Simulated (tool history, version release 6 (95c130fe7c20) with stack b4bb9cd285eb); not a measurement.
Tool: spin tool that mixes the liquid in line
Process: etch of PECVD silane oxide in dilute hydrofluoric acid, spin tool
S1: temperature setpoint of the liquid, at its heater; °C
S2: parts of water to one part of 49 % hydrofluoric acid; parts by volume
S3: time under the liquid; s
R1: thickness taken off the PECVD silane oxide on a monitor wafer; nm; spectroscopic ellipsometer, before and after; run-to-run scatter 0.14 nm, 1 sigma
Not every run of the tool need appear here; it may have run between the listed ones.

| run | hour | S1 | S2 | S3 | R1 |
|---|---|---|---|---|---|
| 1 | 0 | 23 | 280 | 65 | 5.3596 |
| 2 | 8.3 | 23 | 380 | 65 | 3.6065 |
| 3 | 16.1 | 23 | 380 | 40 | 2.2117 |
| 4 | 19.2 | 24.5 | 305 | 45 | 3.4955 |
| 5 | 19.7 | 24.5 | 210 | 45 | 5.5637 |
| 6 | 24.8 | 24.5 | 310 | 45 | 3.4146 |
| 7 | 31.3 | 23 | 255 | 50 | 4.6108 |
| 8 | 35.4 | 25 | 210 | 55 | 6.9239 |
| 9 | 38.1 | 26.5 | 175 | 55 | 9.1024 |
| 10 | 44.6 | 27.5 | 150 | 55 | 11.512 |

What will run 11 give?
| 11 | 52.1 | 28.5 | 135 | 55 | ? |

{"run 11": {"R1": 13.388}}
